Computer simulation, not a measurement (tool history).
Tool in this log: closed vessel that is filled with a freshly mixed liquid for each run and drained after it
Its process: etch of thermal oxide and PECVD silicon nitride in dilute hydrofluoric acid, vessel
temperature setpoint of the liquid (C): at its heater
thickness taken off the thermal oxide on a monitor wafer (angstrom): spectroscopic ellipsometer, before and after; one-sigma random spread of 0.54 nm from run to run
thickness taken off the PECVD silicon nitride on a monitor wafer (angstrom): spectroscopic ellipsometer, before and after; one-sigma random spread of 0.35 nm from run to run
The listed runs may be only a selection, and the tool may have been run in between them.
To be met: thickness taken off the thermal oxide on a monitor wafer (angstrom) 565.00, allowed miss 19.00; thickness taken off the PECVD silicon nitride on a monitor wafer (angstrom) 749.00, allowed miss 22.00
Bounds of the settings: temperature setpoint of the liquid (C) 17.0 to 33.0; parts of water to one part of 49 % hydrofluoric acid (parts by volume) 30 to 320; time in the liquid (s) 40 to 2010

| run | day | temperature setpoint of the liquid (C) | parts of water to one part of 49 % hydrofluoric acid (parts by volume) | time in the liquid (s) | thickness taken off the thermal oxide on a monitor wafer (angstrom) | thickness taken off the PECVD silicon nitride on a monitor wafer (angstrom) |
|---|---|---|---|---|---|---|
| 1 | 0.000 | 25.0 | 175 | 1025 | 249.40 | 280.61 |
| 2 | 0.229 | 26.5 | 165 | 1040 | 287.25 | 335.90 |
| 3 | 0.350 | 26.5 | 165 | 800 | 221.01 | 258.11 |
| 4 | 0.608 | 27.5 | 150 | 815 | 263.32 | 306.23 |
| 5 | 0.746 | 28.5 | 140 | 850 | 305.48 | 364.27 |
| 6 | 0.967 | 26.5 | 140 | 850 | 284.18 | 321.40 |
| 7 | 1.050 | 30.5 | 75 | 985 | 787.91 | 890.19 |
| 8 | 1.275 | 31.0 | 85 | 1005 | 704.74 | 829.36 |
| 9 | 1.367 | 31.5 | 90 | 1020 | 680.73 | 822.23 |
| 10 | 1.733 | 32.0 | 95 | 1030 | 666.20 | 810.00 |
| 11 | 2.096 | 32.0 | 100 | 1040 | 631.72 | 781.89 |

4 next moves are on the table. One of them brings every result within its allowed miss. Which?
| A | 2.458 | 32.5 | 90 | 875 | ? | ? |
| B | 2.458 | 33.0 | 135 | 1285 | ? | ? |
| C | 2.458 | 30.5 | 75 | 835 | ? | ? |
| D | 2.458 | 33.0 | 125 | 1080 | ? | ? |

| move | thickness taken off the thermal oxide on a monitor wafer (angstrom) | thickness taken off the PECVD silicon nitride on a monitor wafer (angstrom) |
|---|---|---|
| A | 602.29 | 754.33 |
| B | 561.84 | 755.91 |
| C | 654.41 | 762.97 |
| D | 517.40 | 687.39 |
A: an improvement on the last run, though not all results are within tolerance
B: all results land within tolerance of their targets
C: lands further from the targets than the last run did
D: the result that was furthest off in the last run now lies on the other side of its target
So the answer is move B, the one that meets all the targets.
